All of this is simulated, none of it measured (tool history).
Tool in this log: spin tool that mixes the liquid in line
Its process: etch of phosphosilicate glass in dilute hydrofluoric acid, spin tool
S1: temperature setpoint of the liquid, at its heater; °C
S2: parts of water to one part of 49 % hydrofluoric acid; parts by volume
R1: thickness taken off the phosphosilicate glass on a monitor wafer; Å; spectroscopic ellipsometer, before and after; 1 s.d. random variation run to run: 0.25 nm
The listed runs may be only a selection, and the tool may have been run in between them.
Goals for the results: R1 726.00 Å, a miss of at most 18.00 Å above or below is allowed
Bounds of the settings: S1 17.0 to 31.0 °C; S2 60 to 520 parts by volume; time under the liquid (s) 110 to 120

{"run": 1, "hour": 0.0, "S1": 23.0, "S2": 290, "time under the liquid (s)": 110, "R1": 490.14}
{"run": 2, "hour": 5.2, "S1": 24.5, "S2": 285, "time under the liquid (s)": 110, "R1": 530.2}
{"run": 3, "hour": 12.6, "S1": 26.0, "S2": 280, "time under the liquid (s)": 110, "R1": 569.66}
{"run": 4, "hour": 19.8, "S1": 26.0, "S2": 280, "time under the liquid (s)": 120, "R1": 618.96}
{"run": 5, "hour": 22.0, "S1": 26.0, "S2": 370, "time under the liquid (s)": 120, "R1": 428.98}
{"run": 6, "hour": 23.5, "S1": 26.0, "S2": 270, "time under the liquid (s)": 120, "R1": 656.23}
{"run": 7, "hour": 26.7, "S1": 26.5, "S2": 270, "time under the liquid (s)": 120, "R1": 659.85}
{"run": 8, "hour": 31.3, "S1": 27.0, "S2": 270, "time under the liquid (s)": 120, "R1": 675.52}
{"run": 9, "hour": 37.7, "S1": 27.5, "S2": 270, "time under the liquid (s)": 120, "R1": 682.65}
{"run": 10, "hour": 43.5, "S1": 28.0, "S2": 270, "time under the liquid (s)": 120, "R1": 694.09}
{"run": 11, "hour": 46.6, "S1": 28.5, "S2": 270, "time under the liquid (s)": 120, "R1": 705.77}

4 candidate next runs follow, results not yet known. Just one meets every target within its allowed miss. Identify it.
{"run": "A", "hour": 49.7, "S1": 28.5, "S2": 275, "time under the liquid (s)": 120, "R1": "?"}
{"run": "B", "hour": 49.7, "S1": 26.5, "S2": 265, "time under the liquid (s)": 120, "R1": "?"}
{"run": "C", "hour": 49.7, "S1": 31.0, "S2": 290, "time under the liquid (s)": 115, "R1": "?"}
{"run": "D", "hour": 49.7, "S1": 31.0, "S2": 270, "time under the liquid (s)": 115, "R1": "?"}

move=A R1=690.33
move=B R1=678.30
move=C R1=667.46
move=D R1=734.23
A: lands further from the targets than the last run did
B: lands further from the targets than the last run did
C: lands further from the targets than the last run did
D: hits every target within its allowed miss
So the answer is move D, the one that meets all the targets.

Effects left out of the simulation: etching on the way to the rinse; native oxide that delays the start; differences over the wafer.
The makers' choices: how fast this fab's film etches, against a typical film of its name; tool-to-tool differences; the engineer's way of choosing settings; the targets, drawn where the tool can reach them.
